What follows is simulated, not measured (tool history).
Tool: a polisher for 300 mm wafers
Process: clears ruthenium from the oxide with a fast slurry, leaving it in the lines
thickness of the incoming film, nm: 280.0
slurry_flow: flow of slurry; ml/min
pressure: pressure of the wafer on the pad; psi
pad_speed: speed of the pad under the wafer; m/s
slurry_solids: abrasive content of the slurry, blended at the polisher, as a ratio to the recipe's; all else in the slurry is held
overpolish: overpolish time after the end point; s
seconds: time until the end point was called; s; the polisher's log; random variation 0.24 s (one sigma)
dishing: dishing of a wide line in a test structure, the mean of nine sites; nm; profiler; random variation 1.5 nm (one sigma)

run	day	slurry_flow	pressure	pad_speed	slurry_solids	overpolish	seconds	dishing
1	0	215	2.9	1.24	1	10	50.916	44.29
2	0.175	220	3.2	1.26	1	10	45.768	49.836
3	0.496	220	3.2	1.26	1	7	45.378	35.633
4	0.625	220	3.2	1.1	1	7	52.049	32.57
5	0.942	220	3.5	1.16	1	8	45.867	41.453
6	1.05	220	3.5	1.16	1	11	44.262	56.292
7	1.121	225	3.7	1.22	1	11	40.245	57.511
8	1.25	225	3.9	1.26	1	11	37.36	64.782
9	1.542	225	3.9	1.26	1	11	38.024	62.037
10	1.596	225	4	1.32	1	11	34.694	65.987

Forecast run 11:
11	1.621	225	4.1	1.36	1	11	?	?

Run 11 gave seconds 33.214 s, dishing 69.054 nm.
